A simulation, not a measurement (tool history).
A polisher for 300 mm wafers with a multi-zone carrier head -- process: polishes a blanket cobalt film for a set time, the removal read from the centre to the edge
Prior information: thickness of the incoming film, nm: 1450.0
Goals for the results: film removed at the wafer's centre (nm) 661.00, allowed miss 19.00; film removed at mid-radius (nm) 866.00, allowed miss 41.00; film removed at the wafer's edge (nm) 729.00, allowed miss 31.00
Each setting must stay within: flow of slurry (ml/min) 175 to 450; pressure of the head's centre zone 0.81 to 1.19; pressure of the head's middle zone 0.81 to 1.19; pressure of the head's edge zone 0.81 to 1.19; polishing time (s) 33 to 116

run,day,flow of slurry (ml/min),pressure of the head's centre zone,pressure of the head's middle zone,pressure of the head's edge zone,polishing time (s),film removed at the wafer's centre (nm),film removed at mid-radius (nm),film removed at the wafer's edge (nm)
1,0.000,290,1.00,1.00,1.00,74,583.47,578.54,583.03
2,0.138,290,1.00,1.00,1.04,74,584.18,576.30,585.84
3,0.475,295,0.97,1.05,1.04,78,590.21,643.07,605.96
4,0.783,295,0.97,1.10,1.04,78,590.16,671.27,624.55
5,0.958,305,0.96,1.12,1.03,81,613.07,703.89,632.90
6,1.071,300,0.94,1.14,1.04,84,625.46,738.44,661.36
7,1.412,315,0.92,1.15,1.04,86,626.79,760.94,700.54
8,1.612,285,0.91,1.16,1.03,88,628.42,793.27,682.19
9,1.646,285,0.91,1.16,1.03,88,631.05,768.92,671.35
10,1.829,295,0.90,1.17,1.02,90,642.53,809.47,702.46
11,1.925,295,0.89,1.18,1.02,91,644.40,830.24,718.10

4 next moves are on the table. One of them brings every result within its allowed miss. Which?
A,2.021,305,0.87,1.19,1.04,91,?,?,?
B,2.021,285,0.89,1.14,1.00,90,?,?,?
C,2.021,260,0.87,1.18,0.96,98,?,?,?
D,2.021,340,0.86,1.19,1.13,90,?,?,?

move,film removed at the wafer's centre (nm),film removed at mid-radius (nm),film removed at the wafer's edge (nm)
A,639.79,814.19,717.49
B,642.03,770.98,693.27
C,677.15,857.04,734.74
D,632.30,812.81,745.17
A: lands further from the targets than the last run did
B: the furthest-off result lands on target, but another misses its tolerance
C: each result inside its tolerance
D: lands further from the targets than the last run did
Correct choice: C, which meets every target

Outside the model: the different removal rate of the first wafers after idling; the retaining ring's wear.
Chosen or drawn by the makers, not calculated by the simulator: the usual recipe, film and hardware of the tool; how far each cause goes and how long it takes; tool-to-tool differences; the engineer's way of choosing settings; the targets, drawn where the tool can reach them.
